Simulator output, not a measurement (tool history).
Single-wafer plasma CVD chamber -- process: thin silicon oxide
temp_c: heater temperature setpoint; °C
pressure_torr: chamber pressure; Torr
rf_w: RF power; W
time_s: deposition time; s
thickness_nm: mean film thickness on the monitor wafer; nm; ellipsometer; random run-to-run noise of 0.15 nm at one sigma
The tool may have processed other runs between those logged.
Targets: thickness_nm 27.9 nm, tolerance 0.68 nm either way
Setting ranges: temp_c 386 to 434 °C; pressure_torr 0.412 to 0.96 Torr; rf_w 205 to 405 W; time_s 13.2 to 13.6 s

run,hour,temp_c,pressure_torr,rf_w,time_s,thickness_nm
1,0,410,0.686,305,13.2,22.92
2,2.7,410,0.686,330,13.2,23.702
3,3.2,410,0.717,330,13.2,24.512
4,9.3,410,0.717,365,13.2,25.529
5,10.7,415,0.717,365,13.2,25.457
6,16.5,415,0.717,380,13.2,25.791
7,24.5,415,0.717,380,13.2,25.838
8,29.6,415,0.732,380,13.2,26.504
9,30.2,415,0.742,380,13.2,26.885

Pick the move, out of 4, that brings all results within their allowed miss; only one does.
A,30.8,408,0.805,370,13.6,?
B,30.8,414,0.715,385,13.2,?
C,30.8,419,0.73,400,13.6,?
D,30.8,412,0.761,405,13.6,?

move,thickness_nm
A,29.484
B,25.939
C,27.555
D,28.938
A: moves the result that the last run missed by most past its target, out the other side
B: lands further from the targets than the last run did
C: every result within its allowed miss
D: moves the result that the last run missed by most past its target, out the other side
C is the move that brings every result within its allowed miss.
